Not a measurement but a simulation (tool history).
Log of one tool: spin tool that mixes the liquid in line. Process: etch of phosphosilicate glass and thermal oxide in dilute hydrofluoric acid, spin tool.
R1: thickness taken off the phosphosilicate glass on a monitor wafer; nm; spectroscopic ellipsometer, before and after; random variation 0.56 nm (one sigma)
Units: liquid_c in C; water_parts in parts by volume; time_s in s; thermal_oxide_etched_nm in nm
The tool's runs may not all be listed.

{"run": 1, "hour": 0.0, "liquid_c": 22, "water_parts": 195, "time_s": 30, "R1": 26.351, "thermal_oxide_etched_nm": 0.53976}
{"run": 2, "hour": 5.3, "liquid_c": 23, "water_parts": 180, "time_s": 30, "R1": 30.027, "thermal_oxide_etched_nm": 0.68777}
{"run": 3, "hour": 10.4, "liquid_c": 22.5, "water_parts": 165, "time_s": 30, "R1": 32.994, "thermal_oxide_etched_nm": 0.69525}
{"run": 4, "hour": 17.9, "liquid_c": 23, "water_parts": 155, "time_s": 30, "R1": 35.699, "thermal_oxide_etched_nm": 0.73722}
{"run": 5, "hour": 18.8, "liquid_c": 24.5, "water_parts": 155, "time_s": 30, "R1": 37.731, "thermal_oxide_etched_nm": 0.79866}
{"run": 6, "hour": 26.9, "liquid_c": 24.5, "water_parts": 155, "time_s": 40, "R1": 50.897, "thermal_oxide_etched_nm": 1.0513}
{"run": 7, "hour": 31.5, "liquid_c": 25, "water_parts": 150, "time_s": 40, "R1": 53.064, "thermal_oxide_etched_nm": 1.1275}

Run 8 comes next. What will it give?
{"run": 8, "hour": 34.9, "liquid_c": 25.5, "water_parts": 145, "time_s": 40, "R1": "?", "thermal_oxide_etched_nm": "?"}

{"run 8": {"R1": 56.311, "thermal_oxide_etched_nm": 1.2131}}

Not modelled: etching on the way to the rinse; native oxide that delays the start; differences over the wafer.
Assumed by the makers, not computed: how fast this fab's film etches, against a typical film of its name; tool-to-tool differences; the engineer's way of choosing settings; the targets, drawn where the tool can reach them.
